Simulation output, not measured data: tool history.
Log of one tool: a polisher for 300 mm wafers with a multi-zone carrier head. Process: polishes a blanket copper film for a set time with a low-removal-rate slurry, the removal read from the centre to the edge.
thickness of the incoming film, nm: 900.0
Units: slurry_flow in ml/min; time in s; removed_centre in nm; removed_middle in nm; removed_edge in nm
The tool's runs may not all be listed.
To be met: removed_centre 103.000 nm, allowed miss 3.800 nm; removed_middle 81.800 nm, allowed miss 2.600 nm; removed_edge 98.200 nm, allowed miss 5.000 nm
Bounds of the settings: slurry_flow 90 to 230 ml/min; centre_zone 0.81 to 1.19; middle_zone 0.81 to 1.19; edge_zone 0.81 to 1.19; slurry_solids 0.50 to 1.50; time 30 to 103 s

Run 1, hour 0.0: slurry_flow 150 ml/min, centre_zone 1.00, middle_zone 1.00, edge_zone 1.00, slurry_solids 1.00, time 66 s. Result: removed_centre 116.700 nm, removed_middle 113.430 nm, removed_edge 118.090 nm.
Run 2, hour 0.7: slurry_flow 150 ml/min, centre_zone 1.00, middle_zone 0.97, edge_zone 1.00, slurry_solids 1.00, time 66 s. Result: removed_centre 114.450 nm, removed_middle 110.090 nm, removed_edge 118.250 nm.
Run 3, hour 5.8: slurry_flow 150 ml/min, centre_zone 1.00, middle_zone 1.01, edge_zone 1.00, slurry_solids 1.00, time 66 s. Result: removed_centre 113.240 nm, removed_middle 114.780 nm, removed_edge 118.500 nm.
Run 4, hour 10.9: slurry_flow 150 ml/min, centre_zone 1.00, middle_zone 1.01, edge_zone 1.00, slurry_solids 1.00, time 57 s. Result: removed_centre 101.380 nm, removed_middle 98.355 nm, removed_edge 98.466 nm.
Run 5, hour 14.9: slurry_flow 145 ml/min, centre_zone 1.01, middle_zone 0.99, edge_zone 1.00, slurry_solids 1.00, time 57 s. Result: removed_centre 99.723 nm, removed_middle 96.331 nm, removed_edge 102.570 nm.
Run 6, hour 20.8: slurry_flow 145 ml/min, centre_zone 1.02, middle_zone 0.97, edge_zone 0.98, slurry_solids 0.95, time 57 s. Result: removed_centre 99.282 nm, removed_middle 95.817 nm, removed_edge 100.480 nm.
Run 7, hour 22.4: slurry_flow 150 ml/min, centre_zone 1.04, middle_zone 0.95, edge_zone 0.99, slurry_solids 0.95, time 56 s. Result: removed_centre 101.690 nm, removed_middle 90.935 nm, removed_edge 96.617 nm.
Run 8, hour 30.9: slurry_flow 145 ml/min, centre_zone 1.05, middle_zone 0.94, edge_zone 1.00, slurry_solids 0.95, time 56 s. Result: removed_centre 102.470 nm, removed_middle 89.985 nm, removed_edge 96.990 nm.
At hour 36.7: worn pad replaced by a new one.
Run 9, hour 36.7: slurry_flow 140 ml/min, centre_zone 1.05, middle_zone 0.93, edge_zone 1.01, slurry_solids 0.95, time 56 s. Result: removed_centre 106.930 nm, removed_middle 93.211 nm, removed_edge 103.750 nm.
Run 10, hour 42.3: slurry_flow 140 ml/min, centre_zone 1.05, middle_zone 0.91, edge_zone 1.01, slurry_solids 0.95, time 56 s. Result: removed_centre 107.880 nm, removed_middle 92.737 nm, removed_edge 106.960 nm.
Run 11, hour 45.1: slurry_flow 140 ml/min, centre_zone 1.05, middle_zone 0.90, edge_zone 1.00, slurry_solids 0.90, time 56 s. Result: removed_centre 102.970 nm, removed_middle 90.376 nm, removed_edge 101.810 nm.
Run 12, hour 50.9: slurry_flow 140 ml/min, centre_zone 1.06, middle_zone 0.89, edge_zone 1.00, slurry_solids 0.90, time 56 s. Result: removed_centre 106.390 nm, removed_middle 89.809 nm, removed_edge 103.080 nm.
Run 13, hour 59.6: slurry_flow 140 ml/min, centre_zone 1.06, middle_zone 0.88, edge_zone 1.00, slurry_solids 0.90, time 56 s. Result: removed_centre 106.950 nm, removed_middle 90.105 nm, removed_edge 104.010 nm.
Run 14, hour 67.5: slurry_flow 140 ml/min, centre_zone 1.06, middle_zone 0.87, edge_zone 1.00, slurry_solids 0.90, time 56 s. Result: removed_centre 106.430 nm, removed_middle 87.753 nm, removed_edge 102.040 nm.
Run 15, hour 71.8: slurry_flow 140 ml/min, centre_zone 1.06, middle_zone 0.86, edge_zone 1.00, slurry_solids 0.90, time 56 s. Result: removed_centre 105.810 nm, removed_middle 87.450 nm, removed_edge 102.450 nm.

4 next moves are on the table. One of them brings every result within its allowed miss. Which?
Run A, hour 76.1: slurry_flow 170 ml/min, centre_zone 1.10, middle_zone 0.94, edge_zone 0.90, slurry_solids 0.80, time 48 s. Result: removed_centre ?, removed_middle ?, removed_edge ?.
Run B, hour 76.1: slurry_flow 125 ml/min, centre_zone 1.05, middle_zone 0.90, edge_zone 1.10, slurry_solids 0.80, time 53 s. Result: removed_centre ?, removed_middle ?, removed_edge ?.
Run C, hour 76.1: slurry_flow 140 ml/min, centre_zone 1.06, middle_zone 0.83, edge_zone 0.99, slurry_solids 0.85, time 55 s. Result: removed_centre ?, removed_middle ?, removed_edge ?.
Run D, hour 76.1: slurry_flow 90 ml/min, centre_zone 1.10, middle_zone 0.89, edge_zone 1.15, slurry_solids 1.00, time 53 s. Result: removed_centre ?, removed_middle ?, removed_edge ?.

move  removed_centre  removed_middle  removed_edge
   A          95.717          81.803        83.872
   B          94.049          81.889        97.637
   C         102.670          82.614        99.325
   D          93.410          77.882        98.700
A: brings the result that was furthest off to its target, and leaves another outside
B: brings the result that was furthest off to its target, and leaves another outside
C: meets every target
D: takes the result that was furthest off past its target
Answer: C
